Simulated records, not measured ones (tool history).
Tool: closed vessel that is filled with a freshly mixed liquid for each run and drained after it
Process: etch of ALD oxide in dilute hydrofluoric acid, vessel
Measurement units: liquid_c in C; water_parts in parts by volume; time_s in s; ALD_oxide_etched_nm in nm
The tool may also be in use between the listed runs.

run  hour  liquid_c  water_parts  time_s  ALD_oxide_etched_nm
  1   0.0        23          230     315               23.630
  2   2.8        23          230     315               23.802
  3   7.0        23          305     315               16.564
  4  14.2        25          290     315               18.729
  5  17.8        25          220     315               27.107
     22.3  -- thermometer replaced
  6  22.3        25          290     315               18.222

Predict the results of run 7:
  7  23.1        29          240     315                    ?

For run 7 the tool returned ALD_oxide_etched_nm 26.581 nm.
